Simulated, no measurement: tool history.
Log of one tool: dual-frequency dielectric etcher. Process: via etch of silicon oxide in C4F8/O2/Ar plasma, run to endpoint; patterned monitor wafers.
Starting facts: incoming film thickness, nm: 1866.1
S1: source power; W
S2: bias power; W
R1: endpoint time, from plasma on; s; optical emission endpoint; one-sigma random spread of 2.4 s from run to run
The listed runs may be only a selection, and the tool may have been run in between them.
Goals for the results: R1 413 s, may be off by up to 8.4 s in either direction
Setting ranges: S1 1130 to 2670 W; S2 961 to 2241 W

{"run": 1, "day": 0.0, "S1": 1900, "S2": 1601, "R1": 377.86}
{"run": 2, "day": 0.112, "S1": 1610, "S2": 1601, "R1": 423.46}
{"run": 3, "day": 0.383, "S1": 1440, "S2": 1601, "R1": 455.02}
{"run": 4, "day": 0.704, "S1": 1260, "S2": 1601, "R1": 517.09}
{"run": 5, "day": 1.046, "S1": 1370, "S2": 1610, "R1": 486.04}
{"run": 6, "day": 1.333, "S1": 1460, "S2": 1618, "R1": 455.49}
{"run": 7, "day": 1.596, "S1": 1510, "S2": 1622, "R1": 444.03}
{"run": 8, "day": 1.738, "S1": 1550, "S2": 1625, "R1": 435.94}
{"run": 9, "day": 2.025, "S1": 1580, "S2": 1627, "R1": 427.42}
{"run": 10, "day": 2.142, "S1": 1580, "S2": 1627, "R1": 430.61}
{"run": 11, "day": 2.458, "S1": 1600, "S2": 1629, "R1": 422.05}

Below are 5 possible settings for the next run. Only one of them brings all results inside the allowed miss of their targets. Which is it?
{"run": "A", "day": 2.775, "S1": 1510, "S2": 1763, "R1": "?"}
{"run": "B", "day": 2.775, "S1": 1590, "S2": 1595, "R1": "?"}
{"run": "C", "day": 2.775, "S1": 1550, "S2": 1621, "R1": "?"}
{"run": "D", "day": 2.775, "S1": 1590, "S2": 1579, "R1": "?"}
{"run": "E", "day": 2.775, "S1": 1630, "S2": 1721, "R1": "?"}

move=A R1=434.82
move=B R1=427.22
move=C R1=433.88
move=D R1=428.08
move=E R1=413.17
A: lands further from the targets than the last run did
B: lands further from the targets than the last run did
C: lands further from the targets than the last run did
D: lands further from the targets than the last run did
E: meets every target
The move that meets every target is E.
